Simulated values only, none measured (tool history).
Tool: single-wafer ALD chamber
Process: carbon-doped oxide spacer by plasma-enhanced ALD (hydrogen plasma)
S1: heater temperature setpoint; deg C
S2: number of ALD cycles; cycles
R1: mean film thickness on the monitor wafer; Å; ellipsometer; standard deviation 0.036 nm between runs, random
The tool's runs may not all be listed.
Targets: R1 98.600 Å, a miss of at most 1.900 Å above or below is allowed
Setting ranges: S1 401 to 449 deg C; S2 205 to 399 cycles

run,day,S1,S2,R1
1,0.000,425,302,123.860
2,0.150,425,268,110.380
3,0.217,428,262,107.020
4,0.558,428,290,117.860
5,0.771,428,264,107.700
6,0.962,419,264,110.600
7,1.267,422,258,106.860
8,1.388,424,253,104.020
9,1.642,426,251,103.440
10,1.800,432,238,95.417
11,2.033,431,239,96.441

Of the 4 settings listed for the next run, only one would bring every result within its allowed miss of target. Which one?
A,2.267,432,236,?
B,2.267,438,239,?
C,2.267,436,236,?
D,2.267,430,244,?

move,R1
A,94.923
B,94.126
C,93.604
D,98.823
A: further off than the last run
B: further off than the last run
C: further off than the last run
D: every result within its allowed miss
So the answer is move D, the one that meets all the targets.
